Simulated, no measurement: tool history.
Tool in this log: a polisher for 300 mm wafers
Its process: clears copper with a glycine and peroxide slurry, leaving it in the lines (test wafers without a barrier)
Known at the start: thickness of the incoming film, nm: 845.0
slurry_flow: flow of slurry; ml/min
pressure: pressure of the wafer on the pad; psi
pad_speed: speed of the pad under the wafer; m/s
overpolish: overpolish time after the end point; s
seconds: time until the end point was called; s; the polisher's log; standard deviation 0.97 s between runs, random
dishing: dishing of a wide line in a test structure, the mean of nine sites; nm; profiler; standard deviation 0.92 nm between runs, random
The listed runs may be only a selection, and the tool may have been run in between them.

run,hour,slurry_flow,pressure,pad_speed,overpolish,seconds,dishing
1,0.0,180,2.7,1.16,16,147.14,56.193
2,5.1,190,2.9,1.16,13,136.22,52.393
3,8.3,195,3.0,1.18,11,130.28,47.256
4,11.0,195,3.0,1.18,14,129.67,55.795
5,19.2,195,3.0,1.18,10,132.30,44.086
6,27.3,195,3.0,1.18,5,131.02,25.017
7,35.1,205,3.1,1.18,6,127.26,28.928
8,37.4,205,3.1,1.18,6,126.58,28.666
9,43.6,205,3.2,1.18,7,124.81,34.158

What will run 10 give?
10,45.4,205,3.2,1.18,7,?,?

seconds: 122.12 s
dishing: 33.697 nm
